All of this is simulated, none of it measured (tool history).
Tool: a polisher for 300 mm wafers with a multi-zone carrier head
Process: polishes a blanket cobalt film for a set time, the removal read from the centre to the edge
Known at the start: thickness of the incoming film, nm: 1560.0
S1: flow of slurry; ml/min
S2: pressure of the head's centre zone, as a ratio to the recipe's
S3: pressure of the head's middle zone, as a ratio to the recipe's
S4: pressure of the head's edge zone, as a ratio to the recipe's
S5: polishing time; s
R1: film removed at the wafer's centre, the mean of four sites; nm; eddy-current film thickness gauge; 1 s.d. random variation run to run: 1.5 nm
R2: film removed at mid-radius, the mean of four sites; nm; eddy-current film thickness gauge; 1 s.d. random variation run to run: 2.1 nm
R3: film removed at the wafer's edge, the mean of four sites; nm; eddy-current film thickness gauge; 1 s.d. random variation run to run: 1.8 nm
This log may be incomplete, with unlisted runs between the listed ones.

run  hour   S1    S2    S3    S4  S5      R1      R2      R3
  1     0  280     1     1     1  50  163.45  159.71  160.53
  2   8.2  285  1.01  1.01  1.04  54  178.32  175.78  175.21
  3  12.5  285  1.01  0.97  1.04  54  177.46  172.56  176.24
  4  20.2  285  1.04  0.97  1.04  54  183.68  168.96  178.48
  5  27.4  285  1.04  0.91  1.04  54   185.2  161.55  178.16
  6  34.5  285  1.04  0.91  1.04  41  138.22   124.5  134.34
  7  37.8  285  1.04  0.94  1.07  48  163.11   148.3  160.82
  8  43.3  280  1.04  0.97   1.1  52  175.64  162.57  175.63
  9  49.9  280  1.04     1  1.12  56  189.06  183.54   190.4
 10  52.4  285  1.04     1  1.14  59  199.32  190.94   202.2

Run 11 comes next. What will it give?
 11  60.4  275  1.04  1.01  1.15  61   ?   ?   ?

{"run 11": {"R1": 206.86, "R2": 200.14, "R3": 210.96}}
